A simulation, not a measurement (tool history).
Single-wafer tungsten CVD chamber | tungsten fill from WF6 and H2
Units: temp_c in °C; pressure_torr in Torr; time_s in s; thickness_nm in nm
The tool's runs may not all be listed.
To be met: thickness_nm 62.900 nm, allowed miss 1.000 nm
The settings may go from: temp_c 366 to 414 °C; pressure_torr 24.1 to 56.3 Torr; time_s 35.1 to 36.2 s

run	hour	temp_c	pressure_torr	time_s	thickness_nm
1	0.0	390	40.2	35.1	97.893
2	7.9	390	43.1	35.1	102.100
3	10.3	383	42.5	35.1	86.681
4	13.6	379	42.4	35.1	78.809
5	17.2	376	42.3	35.1	73.575
6	18.9	374	42.3	35.1	70.094
7	19.6	373	42.3	35.1	68.137
8	28.1	372	42.3	35.1	66.913
9	30.1	371	42.3	35.1	64.910

5 next moves are on the table. One of them brings every result within its allowed miss. Which?
A	32.1	369	47.2	36.2	?
B	32.1	371	42.4	36.2	?
C	32.1	373	37.6	35.1	?
D	32.1	369	44.7	36.2	?
E	32.1	376	37.1	35.1	?

move	thickness_nm
A	68.578
B	67.157
C	62.824
D	66.212
E	66.819
A: further off than the last run
B: further off than the last run
C: meets every target
D: further off than the last run
E: further off than the last run
Move C is the one to make.
